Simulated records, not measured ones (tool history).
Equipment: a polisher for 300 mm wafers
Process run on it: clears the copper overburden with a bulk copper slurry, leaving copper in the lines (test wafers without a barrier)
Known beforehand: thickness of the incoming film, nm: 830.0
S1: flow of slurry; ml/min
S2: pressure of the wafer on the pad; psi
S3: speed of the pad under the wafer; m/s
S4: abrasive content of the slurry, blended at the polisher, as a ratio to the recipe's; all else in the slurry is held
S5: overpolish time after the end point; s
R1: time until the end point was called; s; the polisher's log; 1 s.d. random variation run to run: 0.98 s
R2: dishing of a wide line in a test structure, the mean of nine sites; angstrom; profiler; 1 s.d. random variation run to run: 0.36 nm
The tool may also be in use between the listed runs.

run  hour   S1   S2    S3    S4  S5      R1      R2
  1   0.0  240  2.8  1.34  1.00  11  51.474  800.30
  2   2.5  240  2.5  1.32  1.00   9  59.353  630.55
  3   5.0  250  2.3  1.32  1.05   8  63.163  545.35
  4  11.2  250  2.3  1.32  1.05   4  62.772  321.64
  5  13.4  250  2.3  1.32  1.25   4  59.533  335.39
  6  17.7  295  2.3  1.32  1.25   4  59.342  332.29
  7  18.8  310  2.1  1.32  1.30   4  65.036  320.80

Run 8 comes next. What will it give?
  8  24.1  240  1.6  1.38  1.05   3   ?   ?

R1: 87.211 s
R2: 182.07 angstrom
